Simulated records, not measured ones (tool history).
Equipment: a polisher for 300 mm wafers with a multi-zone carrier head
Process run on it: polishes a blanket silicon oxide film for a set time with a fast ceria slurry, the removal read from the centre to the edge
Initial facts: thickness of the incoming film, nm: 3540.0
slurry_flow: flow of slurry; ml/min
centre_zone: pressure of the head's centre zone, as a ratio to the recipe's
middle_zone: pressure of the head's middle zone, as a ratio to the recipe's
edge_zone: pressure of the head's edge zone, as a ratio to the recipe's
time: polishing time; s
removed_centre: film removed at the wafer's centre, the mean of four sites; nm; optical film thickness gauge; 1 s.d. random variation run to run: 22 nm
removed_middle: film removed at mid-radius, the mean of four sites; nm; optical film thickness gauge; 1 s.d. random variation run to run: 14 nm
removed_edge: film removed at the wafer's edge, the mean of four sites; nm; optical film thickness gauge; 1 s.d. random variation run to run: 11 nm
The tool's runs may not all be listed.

run 1 day=0.000 | slurry_flow=210 centre_zone=1.00 middle_zone=1.00 edge_zone=1.00 time=75 | removed_centre=1144.5 removed_middle=1141.0 removed_edge=1125.6
run 2 day=0.154 | slurry_flow=210 centre_zone=1.00 middle_zone=0.92 edge_zone=1.00 time=75 | removed_centre=1171.2 removed_middle=1047.9 removed_edge=1140.5
run 3 day=0.179 | slurry_flow=260 centre_zone=1.00 middle_zone=0.92 edge_zone=1.00 time=75 | removed_centre=1214.4 removed_middle=1095.2 removed_edge=1161.5
run 4 day=0.338 | slurry_flow=265 centre_zone=1.01 middle_zone=0.94 edge_zone=1.02 time=78 | removed_centre=1253.9 removed_middle=1161.9 removed_edge=1218.0
run 5 day=0.638 | slurry_flow=270 centre_zone=1.02 middle_zone=0.95 edge_zone=1.04 time=80 | removed_centre=1313.1 removed_middle=1199.1 removed_edge=1263.5
run 6 day=0.821 | slurry_flow=270 centre_zone=1.07 middle_zone=0.95 edge_zone=1.04 time=80 | removed_centre=1367.9 removed_middle=1193.9 removed_edge=1253.9
run 7 day=0.971 | slurry_flow=275 centre_zone=1.06 middle_zone=0.96 edge_zone=1.06 time=82 | removed_centre=1365.1 removed_middle=1236.9 removed_edge=1316.3

Run 8, settings as shown, results not yet in. Your forecast:
run 8 day=0.996 | slurry_flow=280 centre_zone=1.07 middle_zone=0.97 edge_zone=1.07 time=83 | removed_centre=? removed_middle=? removed_edge=?

removed_centre: 1385.8 nm
removed_middle: 1266.2 nm
removed_edge: 1355.0 nm
